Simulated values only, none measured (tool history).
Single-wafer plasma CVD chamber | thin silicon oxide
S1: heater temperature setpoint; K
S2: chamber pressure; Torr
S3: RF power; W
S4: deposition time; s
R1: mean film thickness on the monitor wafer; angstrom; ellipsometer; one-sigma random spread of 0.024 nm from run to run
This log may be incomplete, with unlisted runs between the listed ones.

run,hour,S1,S2,S3,S4,R1
1,0.0,668.15,0.620,345,4.57,71.911
2,2.7,668.15,0.620,345,4.34,68.664
3,7.2,664.15,0.620,345,4.34,68.729
4,7.8,670.15,0.620,345,4.34,68.575
5,15.7,670.15,0.620,385,4.34,72.221
6,23.5,670.15,0.620,360,4.34,70.181

For run 7, what comes out?
7,28.9,670.15,0.652,360,4.34,?

R1: 73.472 angstrom

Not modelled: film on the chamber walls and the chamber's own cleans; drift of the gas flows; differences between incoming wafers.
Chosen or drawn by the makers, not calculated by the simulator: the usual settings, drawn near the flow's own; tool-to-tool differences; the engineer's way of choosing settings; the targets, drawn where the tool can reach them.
